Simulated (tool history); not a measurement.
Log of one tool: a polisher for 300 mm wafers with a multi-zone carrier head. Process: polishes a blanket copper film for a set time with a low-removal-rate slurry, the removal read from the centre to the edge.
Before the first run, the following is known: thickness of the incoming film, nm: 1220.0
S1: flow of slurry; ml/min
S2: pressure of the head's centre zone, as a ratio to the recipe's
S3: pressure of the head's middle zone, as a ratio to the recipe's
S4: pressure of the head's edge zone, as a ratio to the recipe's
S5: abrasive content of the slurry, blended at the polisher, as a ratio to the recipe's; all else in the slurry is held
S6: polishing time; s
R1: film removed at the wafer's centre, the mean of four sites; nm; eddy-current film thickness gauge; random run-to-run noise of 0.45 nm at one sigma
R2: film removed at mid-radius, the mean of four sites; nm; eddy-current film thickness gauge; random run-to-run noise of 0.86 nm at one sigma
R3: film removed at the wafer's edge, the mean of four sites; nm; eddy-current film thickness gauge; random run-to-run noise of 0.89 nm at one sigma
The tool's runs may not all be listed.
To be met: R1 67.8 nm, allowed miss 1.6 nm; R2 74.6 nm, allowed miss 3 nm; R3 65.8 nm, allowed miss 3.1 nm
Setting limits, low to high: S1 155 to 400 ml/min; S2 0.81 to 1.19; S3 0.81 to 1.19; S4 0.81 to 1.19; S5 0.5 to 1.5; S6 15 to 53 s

| run | hour | S1 | S2 | S3 | S4 | S5 | S6 | R1 | R2 | R3 |
|---|---|---|---|---|---|---|---|---|---|---|
| 1 | 0 | 255 | 1 | 1 | 1 | 1 | 34 | 88.519 | 90.181 | 87.659 |
| 2 | 1.1 | 255 | 0.99 | 1 | 0.97 | 0.9 | 33 | 86.089 | 84.801 | 87.241 |
| 3 | 4.3 | 255 | 0.99 | 1.01 | 0.98 | 0.95 | 31 | 80.375 | 81.555 | 81.109 |
| 4 | 8.7 | 255 | 0.99 | 1.03 | 0.97 | 0.95 | 30 | 78.328 | 79.323 | 78.952 |
| 5 | 17.3 | 255 | 0.99 | 1.03 | 0.92 | 0.95 | 30 | 77.08 | 81.851 | 75.349 |
| 6 | 19.6 | 255 | 0.94 | 1.03 | 0.92 | 0.95 | 30 | 74.098 | 81.006 | 75.817 |
| 7 | 22.6 | 250 | 0.94 | 1.03 | 0.9 | 0.95 | 30 | 74.204 | 81.195 | 73.702 |
| 8 | 25.9 | 245 | 0.93 | 1.02 | 0.88 | 0.95 | 30 | 72.952 | 78.88 | 73.674 |
| 9 | 33.3 | 240 | 0.93 | 1.03 | 0.87 | 0.95 | 30 | 72.693 | 79.829 | 75.457 |
| 10 | 39.1 | 255 | 0.92 | 1.02 | 0.86 | 0.9 | 30 | 71.294 | 80.834 | 73.592 |
| 11 | 39.9 | 255 | 0.93 | 1.02 | 0.85 | 0.9 | 29 | 70.17 | 76.864 | 70.553 |

Pick the move, out of 5, that brings all results within their allowed miss; only one does.
| A | 40.7 | 215 | 0.9 | 0.96 | 0.92 | 0.75 | 32 | ? | ? | ? |
| B | 40.7 | 270 | 0.95 | 1.04 | 0.84 | 0.9 | 27 | ? | ? | ? |
| C | 40.7 | 185 | 0.95 | 1.09 | 1.02 | 0.7 | 31 | ? | ? | ? |
| D | 40.7 | 245 | 0.84 | 0.95 | 0.88 | 0.7 | 31 | ? | ? | ? |
| E | 40.7 | 245 | 0.97 | 1 | 0.85 | 0.9 | 29 | ? | ? | ? |

| move | R1 | R2 | R3 |
|---|---|---|---|
| A | 70.772 | 78.636 | 78.577 |
| B | 66.909 | 75.02 | 66.664 |
| C | 69.819 | 81.936 | 77.629 |
| D | 64.72 | 76.301 | 74.997 |
| E | 72.39 | 76.992 | 71.355 |
A: the biggest miss grows against the last run
B: every result lands within tolerance
C: the biggest miss grows against the last run
D: the biggest miss grows against the last run
E: the biggest miss grows against the last run
Correct choice: B, which meets every target
